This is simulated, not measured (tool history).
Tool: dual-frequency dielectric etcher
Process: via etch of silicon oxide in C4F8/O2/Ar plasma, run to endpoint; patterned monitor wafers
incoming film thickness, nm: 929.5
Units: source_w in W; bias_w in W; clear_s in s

run	day	source_w	bias_w	clear_s
1	0	2570	2149	163.61
2	0.05	2790	2149	158.98
3	0.075	2790	2499	150.88
4	0.129	2790	2671	149.69
5	0.317	2460	2518	157.78
6	0.646	2840	2518	151.24
7	0.733	2840	2518	150.99

The next listed run, before its measurement:
8	0.758	2520	2308	?

Run 8 gave clear_s 159.78 s.

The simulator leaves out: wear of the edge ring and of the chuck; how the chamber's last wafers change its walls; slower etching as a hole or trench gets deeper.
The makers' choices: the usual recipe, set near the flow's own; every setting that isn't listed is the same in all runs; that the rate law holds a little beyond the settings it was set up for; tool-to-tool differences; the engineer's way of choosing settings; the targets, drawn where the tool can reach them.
